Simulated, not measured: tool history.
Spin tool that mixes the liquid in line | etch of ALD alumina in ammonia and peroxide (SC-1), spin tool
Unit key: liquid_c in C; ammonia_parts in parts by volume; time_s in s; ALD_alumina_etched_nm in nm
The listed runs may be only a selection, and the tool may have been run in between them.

{"run": 1, "hour": 0.0, "liquid_c": 50, "ammonia_parts": 0.6, "time_s": 265, "ALD_alumina_etched_nm": 22.013}
{"run": 2, "hour": 8.5, "liquid_c": 49, "ammonia_parts": 0.6, "time_s": 265, "ALD_alumina_etched_nm": 20.464}
{"run": 3, "hour": 10.6, "liquid_c": 48.5, "ammonia_parts": 0.6, "time_s": 265, "ALD_alumina_etched_nm": 19.873}
{"run": 4, "hour": 19.1, "liquid_c": 48, "ammonia_parts": 0.6, "time_s": 265, "ALD_alumina_etched_nm": 19.476}
{"run": 5, "hour": 21.3, "liquid_c": 53.5, "ammonia_parts": 0.6, "time_s": 265, "ALD_alumina_etched_nm": 26.269}
{"run": 6, "hour": 22.6, "liquid_c": 52, "ammonia_parts": 0.6, "time_s": 265, "ALD_alumina_etched_nm": 24.407}

Estimate the outcome of run 7 from the log above:
{"hour": 29.7, "done": "new drum of ammonia solution connected"}
{"run": 7, "hour": 29.7, "liquid_c": 50.5, "ammonia_parts": 0.6, "time_s": 265, "ALD_alumina_etched_nm": "?"}

For run 7 the tool returned ALD_alumina_etched_nm 22.566 nm.
